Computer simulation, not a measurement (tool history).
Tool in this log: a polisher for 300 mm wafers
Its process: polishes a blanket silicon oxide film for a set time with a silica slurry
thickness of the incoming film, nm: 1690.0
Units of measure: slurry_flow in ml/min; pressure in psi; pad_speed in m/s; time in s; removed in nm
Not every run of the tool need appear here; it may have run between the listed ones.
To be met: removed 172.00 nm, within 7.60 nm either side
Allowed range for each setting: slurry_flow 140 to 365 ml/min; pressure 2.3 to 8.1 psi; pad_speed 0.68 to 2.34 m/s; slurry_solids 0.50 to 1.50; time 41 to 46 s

Run 1, hour 0.0: slurry_flow 235 ml/min, pressure 5.2 psi, pad_speed 1.50 m/s, slurry_solids 1.00, time 46 s. Result: removed 271.13 nm.
Run 2, hour 5.7: slurry_flow 235 ml/min, pressure 5.2 psi, pad_speed 1.50 m/s, slurry_solids 0.85, time 46 s. Result: removed 251.86 nm.
Run 3, hour 8.5: slurry_flow 235 ml/min, pressure 6.4 psi, pad_speed 1.50 m/s, slurry_solids 0.85, time 46 s. Result: removed 307.48 nm.
Run 4, hour 14.9: slurry_flow 235 ml/min, pressure 6.4 psi, pad_speed 1.50 m/s, slurry_solids 1.00, time 46 s. Result: removed 332.20 nm.
Run 5, hour 15.5: slurry_flow 235 ml/min, pressure 6.4 psi, pad_speed 1.36 m/s, slurry_solids 1.00, time 46 s. Result: removed 314.65 nm.
Run 6, hour 23.9: slurry_flow 235 ml/min, pressure 6.4 psi, pad_speed 1.36 m/s, slurry_solids 0.85, time 46 s. Result: removed 283.07 nm.
Run 7, hour 29.7: slurry_flow 235 ml/min, pressure 5.8 psi, pad_speed 1.34 m/s, slurry_solids 0.85, time 46 s. Result: removed 254.54 nm.
Run 8, hour 31.7: slurry_flow 235 ml/min, pressure 5.3 psi, pad_speed 1.32 m/s, slurry_solids 0.85, time 46 s. Result: removed 237.71 nm.
Run 9, hour 40.4: slurry_flow 235 ml/min, pressure 4.9 psi, pad_speed 1.30 m/s, slurry_solids 0.85, time 46 s. Result: removed 217.15 nm.
Run 10, hour 48.0: slurry_flow 235 ml/min, pressure 4.6 psi, pad_speed 1.30 m/s, slurry_solids 0.85, time 46 s. Result: removed 207.31 nm.
Run 11, hour 54.6: slurry_flow 235 ml/min, pressure 4.4 psi, pad_speed 1.30 m/s, slurry_solids 0.85, time 46 s. Result: removed 198.17 nm.
Run 12, hour 63.1: slurry_flow 235 ml/min, pressure 4.2 psi, pad_speed 1.30 m/s, slurry_solids 0.85, time 46 s. Result: removed 184.96 nm.
Run 13, hour 70.8: slurry_flow 235 ml/min, pressure 4.1 psi, pad_speed 1.30 m/s, slurry_solids 0.85, time 46 s. Result: removed 188.00 nm.
Run 14, hour 76.9: slurry_flow 235 ml/min, pressure 3.5 psi, pad_speed 1.28 m/s, slurry_solids 0.85, time 46 s. Result: removed 151.19 nm.
Run 15, hour 82.0: slurry_flow 235 ml/min, pressure 3.6 psi, pad_speed 1.28 m/s, slurry_solids 0.85, time 46 s. Result: removed 159.04 nm.

Next run, 5 choices. One meets every target within its allowed miss, the rest don't. Which?
Run A, hour 87.1: slurry_flow 255 ml/min, pressure 3.8 psi, pad_speed 1.58 m/s, slurry_solids 0.90, time 46 s. Result: removed ?.
Run B, hour 87.1: slurry_flow 255 ml/min, pressure 4.4 psi, pad_speed 1.34 m/s, slurry_solids 0.80, time 46 s. Result: removed ?.
Run C, hour 87.1: slurry_flow 270 ml/min, pressure 4.2 psi, pad_speed 1.64 m/s, slurry_solids 0.75, time 46 s. Result: removed ?.
Run D, hour 87.1: slurry_flow 230 ml/min, pressure 4.2 psi, pad_speed 1.40 m/s, slurry_solids 0.80, time 46 s. Result: removed ?.
Run E, hour 87.1: slurry_flow 165 ml/min, pressure 4.1 psi, pad_speed 1.00 m/s, slurry_solids 1.05, time 46 s. Result: removed ?.

move  removed
   A   194.03
   B   191.03
   C   195.37
   D   184.38
   E   170.80
A: pushes the last run's worst result past its target
B: pushes the last run's worst result past its target
C: pushes the last run's worst result past its target
D: pushes the last run's worst result past its target
E: every result lands within tolerance
Answer: E
